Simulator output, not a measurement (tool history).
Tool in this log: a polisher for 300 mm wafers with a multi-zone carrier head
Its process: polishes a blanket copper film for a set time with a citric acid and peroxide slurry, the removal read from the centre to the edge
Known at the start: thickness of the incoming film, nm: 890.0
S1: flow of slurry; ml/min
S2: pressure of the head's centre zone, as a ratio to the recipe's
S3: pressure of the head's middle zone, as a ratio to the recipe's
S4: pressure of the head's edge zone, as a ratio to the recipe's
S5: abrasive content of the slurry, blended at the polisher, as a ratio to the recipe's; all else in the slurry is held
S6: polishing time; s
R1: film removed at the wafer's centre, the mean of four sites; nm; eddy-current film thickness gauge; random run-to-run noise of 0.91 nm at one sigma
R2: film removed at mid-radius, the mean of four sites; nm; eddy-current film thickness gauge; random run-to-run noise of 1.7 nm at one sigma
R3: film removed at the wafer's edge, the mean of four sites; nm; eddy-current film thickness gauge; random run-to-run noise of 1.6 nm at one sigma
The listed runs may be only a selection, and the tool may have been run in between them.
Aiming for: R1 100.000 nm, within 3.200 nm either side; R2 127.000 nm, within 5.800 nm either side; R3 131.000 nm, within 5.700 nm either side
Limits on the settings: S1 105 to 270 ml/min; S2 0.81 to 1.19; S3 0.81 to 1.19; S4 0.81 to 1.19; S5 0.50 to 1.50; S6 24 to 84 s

Run 1, hour 0.0: S1 175 ml/min, S2 1.00, S3 1.00, S4 1.00, S5 1.00, S6 54 s. Result: R1 75.558 nm, R2 72.751 nm, R3 78.567 nm.
Run 2, hour 2.7: S1 180 ml/min, S2 0.95, S3 1.04, S4 1.05, S5 1.15, S6 60 s. Result: R1 80.091 nm, R2 87.632 nm, R3 93.342 nm.
Run 3, hour 9.5: S1 180 ml/min, S2 0.95, S3 1.04, S4 1.05, S5 1.05, S6 60 s. Result: R1 80.546 nm, R2 87.030 nm, R3 91.586 nm.
Run 4, hour 11.5: S1 180 ml/min, S2 0.95, S3 1.10, S4 1.05, S5 1.05, S6 60 s. Result: R1 79.318 nm, R2 91.269 nm, R3 91.909 nm.
Run 5, hour 12.3: S1 180 ml/min, S2 0.95, S3 1.10, S4 0.97, S5 1.05, S6 60 s. Result: R1 79.000 nm, R2 91.286 nm, R3 87.477 nm.
Run 6, hour 13.3: S1 185 ml/min, S2 0.94, S3 1.11, S4 1.03, S5 1.20, S6 63 s. Result: R1 86.038 nm, R2 99.396 nm, R3 97.413 nm.
Run 7, hour 17.8: S1 185 ml/min, S2 0.92, S3 1.12, S4 1.07, S5 1.25, S6 66 s. Result: R1 87.602 nm, R2 105.250 nm, R3 102.930 nm.
Run 8, hour 20.9: S1 190 ml/min, S2 0.90, S3 1.11, S4 1.10, S5 1.30, S6 70 s. Result: R1 91.236 nm, R2 114.850 nm, R3 113.140 nm.
Run 9, hour 27.9: S1 215 ml/min, S2 0.91, S3 1.08, S4 1.19, S5 1.50, S6 74 s. Result: R1 103.240 nm, R2 121.310 nm, R3 130.650 nm.

Which single option among these 5 for the next run brings every result within its allowed miss of target? Just one does.
Run A, hour 34.9: S1 205 ml/min, S2 0.93, S3 1.19, S4 1.07, S5 1.20, S6 73 s. Result: R1 ?, R2 ?, R3 ?.
Run B, hour 34.9: S1 270 ml/min, S2 0.83, S3 1.16, S4 1.11, S5 1.50, S6 70 s. Result: R1 ?, R2 ?, R3 ?.
Run C, hour 34.9: S1 195 ml/min, S2 0.93, S3 1.04, S4 1.19, S5 1.45, S6 77 s. Result: R1 ?, R2 ?, R3 ?.
Run D, hour 34.9: S1 205 ml/min, S2 0.82, S3 0.93, S4 1.19, S5 1.35, S6 82 s. Result: R1 ?, R2 ?, R3 ?.
Run E, hour 34.9: S1 235 ml/min, S2 0.86, S3 1.07, S4 1.17, S5 1.30, S6 78 s. Result: R1 ?, R2 ?, R3 ?.

move       R1       R2       R3
   A   98.423  125.940  117.140
   B   90.762  127.130  122.150
   C  107.330  122.530  134.990
   D   99.624  117.620  142.310
   E  100.190  126.570  134.260
A: the worst result of the last run now meets its target, but another is out of spec
B: takes the result that was furthest off past its target
C: moves away from the targets compared with the last run
D: the worst result of the last run now meets its target, but another is out of spec
E: all results land within tolerance of their targets
The right move is E.
